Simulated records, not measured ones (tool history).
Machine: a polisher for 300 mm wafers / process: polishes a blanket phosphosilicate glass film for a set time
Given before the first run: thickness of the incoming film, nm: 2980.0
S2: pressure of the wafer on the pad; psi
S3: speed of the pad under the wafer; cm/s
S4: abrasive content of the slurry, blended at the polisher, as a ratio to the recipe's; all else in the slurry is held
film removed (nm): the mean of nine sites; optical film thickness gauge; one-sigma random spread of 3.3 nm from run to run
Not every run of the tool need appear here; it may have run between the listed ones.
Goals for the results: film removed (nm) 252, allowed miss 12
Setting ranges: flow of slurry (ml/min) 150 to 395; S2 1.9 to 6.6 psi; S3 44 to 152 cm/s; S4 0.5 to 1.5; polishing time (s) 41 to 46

{"run": 1, "hour": 0.0, "flow of slurry (ml/min)": 250, "S2": 4.2, "S3": 98, "S4": 1, "polishing time (s)": 46, "film removed (nm)": 478.65}
{"run": 2, "hour": 3.4, "flow of slurry (ml/min)": 250, "S2": 3.7, "S3": 96, "S4": 1, "polishing time (s)": 46, "film removed (nm)": 419.37}
{"run": 3, "hour": 5.6, "flow of slurry (ml/min)": 250, "S2": 3.3, "S3": 94, "S4": 1, "polishing time (s)": 46, "film removed (nm)": 371.77}
{"run": 4, "hour": 14.2, "flow of slurry (ml/min)": 250, "S2": 3.3, "S3": 94, "S4": 1, "polishing time (s)": 46, "film removed (nm)": 366.96}
{"run": 5, "hour": 14.7, "flow of slurry (ml/min)": 250, "S2": 3, "S3": 94, "S4": 1, "polishing time (s)": 46, "film removed (nm)": 327.57}
{"run": 6, "hour": 23.6, "flow of slurry (ml/min)": 250, "S2": 2.8, "S3": 94, "S4": 1, "polishing time (s)": 46, "film removed (nm)": 314.73}
{"run": 7, "hour": 27.6, "flow of slurry (ml/min)": 250, "S2": 2.6, "S3": 94, "S4": 1, "polishing time (s)": 46, "film removed (nm)": 297.46}
{"run": 8, "hour": 36.6, "flow of slurry (ml/min)": 250, "S2": 2.6, "S3": 94, "S4": 1, "polishing time (s)": 46, "film removed (nm)": 291.35}
{"run": 9, "hour": 40.3, "flow of slurry (ml/min)": 250, "S2": 2.5, "S3": 94, "S4": 1, "polishing time (s)": 46, "film removed (nm)": 285.92}
{"run": 10, "hour": 47.3, "flow of slurry (ml/min)": 250, "S2": 2.4, "S3": 94, "S4": 1, "polishing time (s)": 46, "film removed (nm)": 277.09}

Consider the 5 candidate settings below. Which is the only one whose results all fall within their allowed miss of target?
{"run": "A", "hour": 54.3, "flow of slurry (ml/min)": 215, "S2": 2.4, "S3": 80, "S4": 1.15, "polishing time (s)": 45, "film removed (nm)": "?"}
{"run": "B", "hour": 54.3, "flow of slurry (ml/min)": 230, "S2": 2.6, "S3": 92, "S4": 1.1, "polishing time (s)": 45, "film removed (nm)": "?"}
{"run": "C", "hour": 54.3, "flow of slurry (ml/min)": 255, "S2": 3, "S3": 90, "S4": 1.1, "polishing time (s)": 46, "film removed (nm)": "?"}
{"run": "D", "hour": 54.3, "flow of slurry (ml/min)": 185, "S2": 2.9, "S3": 92, "S4": 0.95, "polishing time (s)": 46, "film removed (nm)": "?"}
{"run": "E", "hour": 54.3, "flow of slurry (ml/min)": 210, "S2": 2.7, "S3": 96, "S4": 1, "polishing time (s)": 46, "film removed (nm)": "?"}

move=A film_removed_(nm)=245.72
move=B film_removed_(nm)=293.03
move=C film_removed_(nm)=341.76
move=D film_removed_(nm)=298.76
move=E film_removed_(nm)=302.56
A: all results in spec
B: misses by more than the last run did
C: misses by more than the last run did
D: misses by more than the last run did
E: misses by more than the last run did
Correct choice: A, which meets every target
